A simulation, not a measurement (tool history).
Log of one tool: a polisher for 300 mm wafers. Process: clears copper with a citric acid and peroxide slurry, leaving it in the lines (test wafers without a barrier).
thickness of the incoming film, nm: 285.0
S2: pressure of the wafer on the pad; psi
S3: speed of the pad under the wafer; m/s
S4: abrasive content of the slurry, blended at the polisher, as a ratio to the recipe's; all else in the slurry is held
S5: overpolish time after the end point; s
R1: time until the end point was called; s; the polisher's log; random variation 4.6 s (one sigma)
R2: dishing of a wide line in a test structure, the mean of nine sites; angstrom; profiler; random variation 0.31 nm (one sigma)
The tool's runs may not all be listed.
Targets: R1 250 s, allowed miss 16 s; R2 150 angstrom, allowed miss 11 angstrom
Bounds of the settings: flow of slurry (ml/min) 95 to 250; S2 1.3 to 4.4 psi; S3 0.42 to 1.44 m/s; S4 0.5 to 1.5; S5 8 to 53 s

{"run": 1, "hour": 0.0, "flow of slurry (ml/min)": 160, "S2": 2.8, "S3": 0.92, "S4": 1, "S5": 27, "R1": 156.78, "R2": 291.42}
{"run": 2, "hour": 2.6, "flow of slurry (ml/min)": 160, "S2": 2.4, "S3": 0.9, "S4": 1, "S5": 25, "R1": 181.87, "R2": 229.73}
{"run": 3, "hour": 6.1, "flow of slurry (ml/min)": 160, "S2": 2.4, "S3": 1.04, "S4": 1, "S5": 25, "R1": 164.16, "R2": 250.14}
{"run": 4, "hour": 9.6, "flow of slurry (ml/min)": 160, "S2": 2.1, "S3": 1.02, "S4": 1, "S5": 24, "R1": 187.78, "R2": 215.45}
{"run": 5, "hour": 10.5, "flow of slurry (ml/min)": 160, "S2": 1.9, "S3": 1.02, "S4": 1, "S5": 23, "R1": 215.58, "R2": 190.62}
{"run": 6, "hour": 17.6, "flow of slurry (ml/min)": 160, "S2": 2.5, "S3": 1.02, "S4": 1, "S5": 23, "R1": 160.27, "R2": 238.77}
{"run": 7, "hour": 18.8, "flow of slurry (ml/min)": 160, "S2": 2.2, "S3": 1.02, "S4": 1, "S5": 22, "R1": 185.46, "R2": 210.12}
{"run": 8, "hour": 25.8, "flow of slurry (ml/min)": 160, "S2": 2, "S3": 1.02, "S4": 1, "S5": 21, "R1": 194.03, "R2": 183.16}
{"run": 9, "hour": 32.3, "flow of slurry (ml/min)": 160, "S2": 1.8, "S3": 1.02, "S4": 1, "S5": 21, "R1": 216.49, "R2": 164.48}

5 next moves are on the table. One of them brings every result within its allowed miss. Which?
{"run": "A", "hour": 38.8, "flow of slurry (ml/min)": 225, "S2": 2.2, "S3": 1.02, "S4": 0.85, "S5": 16, "R1": "?", "R2": "?"}
{"run": "B", "hour": 38.8, "flow of slurry (ml/min)": 160, "S2": 2.4, "S3": 1, "S4": 1.05, "S5": 15, "R1": "?", "R2": "?"}
{"run": "C", "hour": 38.8, "flow of slurry (ml/min)": 155, "S2": 1.9, "S3": 0.84, "S4": 1, "S5": 21, "R1": "?", "R2": "?"}
{"run": "D", "hour": 38.8, "flow of slurry (ml/min)": 120, "S2": 1.3, "S3": 1.3, "S4": 1, "S5": 31, "R1": "?", "R2": "?"}
{"run": "E", "hour": 38.8, "flow of slurry (ml/min)": 175, "S2": 2.3, "S3": 0.96, "S4": 1.05, "S5": 16, "R1": "?", "R2": "?"}

move=A R1=179.67 R2=160.75
move=B R1=165.81 R2=163.49
move=C R1=248.09 R2=152.77
move=D R1=253.19 R2=210.43
move=E R1=176.66 R2=163.51
A: further off than the last run
B: further off than the last run
C: meets every target
D: brings the result that was furthest off to its target, and leaves another outside
E: further off than the last run
Move C is the one to make.

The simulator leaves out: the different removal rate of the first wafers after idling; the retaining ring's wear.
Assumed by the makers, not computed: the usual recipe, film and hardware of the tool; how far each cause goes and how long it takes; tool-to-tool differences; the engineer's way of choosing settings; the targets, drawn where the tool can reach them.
